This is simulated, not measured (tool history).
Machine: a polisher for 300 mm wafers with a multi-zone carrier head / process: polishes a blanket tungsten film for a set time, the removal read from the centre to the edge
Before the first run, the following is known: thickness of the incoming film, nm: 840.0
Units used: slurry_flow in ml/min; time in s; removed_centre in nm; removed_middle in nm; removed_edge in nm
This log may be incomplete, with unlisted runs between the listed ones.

run	hour	slurry_flow	centre_zone	middle_zone	edge_zone	slurry_solids	time	removed_centre	removed_middle	removed_edge
1	0.0	165	1.00	1.00	1.00	1.00	56	272.35	270.09	267.39
2	5.7	165	1.00	1.07	1.00	1.00	56	274.77	288.73	269.67
3	13.1	165	1.00	1.07	1.00	0.85	56	266.25	274.71	262.20
4	21.8	165	1.00	1.03	1.00	0.85	56	264.78	265.02	254.08
5	26.4	125	1.00	1.03	1.00	0.85	56	250.78	253.97	249.49
6	27.1	135	1.02	1.04	1.02	0.95	57	271.35	268.35	264.60
7	30.8	145	1.04	1.05	1.04	1.00	58	289.82	284.48	277.27
8	37.4	150	1.05	1.05	1.06	1.05	59	297.10	293.22	282.19
9	46.3	150	1.06	1.04	1.06	1.10	61	319.72	298.20	300.28
10	54.2	155	1.07	1.05	1.07	1.15	62	330.46	312.61	311.61
11	57.9	160	1.08	1.06	1.08	1.20	63	346.00	321.35	327.96
12	64.9	170	1.09	1.08	1.08	1.25	63	356.79	334.41	338.97

Run 13, settings as shown, results not yet in. Your forecast:
13	72.3	220	1.19	1.18	1.10	1.50	64	?	?	?

removed_centre: 415.34 nm
removed_middle: 396.52 nm
removed_edge: 362.83 nm

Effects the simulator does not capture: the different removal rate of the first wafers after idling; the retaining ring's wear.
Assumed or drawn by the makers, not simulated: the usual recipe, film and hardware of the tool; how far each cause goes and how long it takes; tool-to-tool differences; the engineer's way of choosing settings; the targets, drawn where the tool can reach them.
